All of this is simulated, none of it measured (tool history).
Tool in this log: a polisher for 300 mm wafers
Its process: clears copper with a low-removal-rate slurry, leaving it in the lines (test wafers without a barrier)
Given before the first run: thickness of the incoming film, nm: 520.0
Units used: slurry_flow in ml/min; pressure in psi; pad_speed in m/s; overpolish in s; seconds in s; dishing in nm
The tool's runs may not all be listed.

run,day,slurry_flow,pressure,pad_speed,slurry_solids,overpolish,seconds,dishing
1,0.000,250,3.8,0.96,1.0,27,122.680,63.225
2,0.088,225,3.8,0.96,1.0,27,128.810,62.000
3,0.225,240,4.1,0.96,1.0,25,114.520,64.072
4,0.283,270,4.1,0.96,1.0,25,111.620,63.237
5,0.646,275,4.3,0.96,1.0,24,107.640,64.136
6,0.875,275,4.3,0.74,1.0,24,138.590,52.566
7,1.125,275,4.3,0.74,1.0,24,138.800,54.954
8,1.346,275,4.6,0.78,1.0,23,119.720,56.693
9,1.375,275,4.8,0.80,1.0,22,115.070,57.884
10,1.592,280,5.0,0.82,1.0,21,108.630,60.066
11,1.938,285,5.1,0.84,1.0,20,102.480,57.620
12,2.225,285,5.1,0.84,1.0,20,103.740,59.864
13,2.271,290,5.2,0.86,1.0,19,98.568,59.211
14,2.529,290,5.3,0.88,1.0,19,96.677,61.424
15,2.738,290,5.4,0.90,1.0,18,93.416,59.700
16,2.796,290,5.5,0.92,1.0,18,90.553,61.036

Estimate the outcome of run 17 from the log above:
17,2.925,290,5.6,0.94,1.0,18,?,?

seconds: 84.742 s
dishing: 63.396 nm
